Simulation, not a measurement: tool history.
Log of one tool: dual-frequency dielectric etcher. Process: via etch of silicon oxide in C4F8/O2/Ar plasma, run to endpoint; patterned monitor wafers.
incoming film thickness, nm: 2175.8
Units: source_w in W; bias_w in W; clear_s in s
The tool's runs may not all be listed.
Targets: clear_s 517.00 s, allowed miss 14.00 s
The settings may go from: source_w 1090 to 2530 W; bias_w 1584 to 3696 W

| run | day | source_w | bias_w | clear_s |
|---|---|---|---|---|
| 1 | 0.000 | 1810 | 2640 | 439.72 |
| 2 | 0.125 | 1810 | 2893 | 420.85 |
| 3 | 0.404 | 1810 | 2610 | 432.05 |
| 4 | 0.558 | 1680 | 2516 | 459.55 |
| 5 | 0.804 | 1610 | 2487 | 468.36 |
| 6 | 1.029 | 1610 | 2676 | 460.48 |
| 7 | 1.258 | 1540 | 2649 | 474.57 |
| 8 | 1.350 | 1220 | 2515 | 531.28 |
| 9 | 1.633 | 1220 | 2515 | 538.89 |
| 10 | 1.704 | 1400 | 2613 | 498.46 |
| 11 | 1.842 | 1380 | 2606 | 499.25 |
| 12 | 1.875 | 1360 | 2599 | 496.41 |

5 next moves are on the table. One of them brings every result within its allowed miss. Which?
| A | 1.908 | 1660 | 2172 | ? |
| B | 1.908 | 1570 | 2533 | ? |
| C | 1.908 | 1520 | 2022 | ? |
| D | 1.908 | 1470 | 2708 | ? |
| E | 1.908 | 1500 | 2511 | ? |

| move | clear_s |
|---|---|
| A | 492.95 |
| B | 480.82 |
| C | 526.66 |
| D | 485.05 |
| E | 492.91 |
A: further off than the last run
B: further off than the last run
C: meets every target
D: further off than the last run
E: further off than the last run
The right move is C.
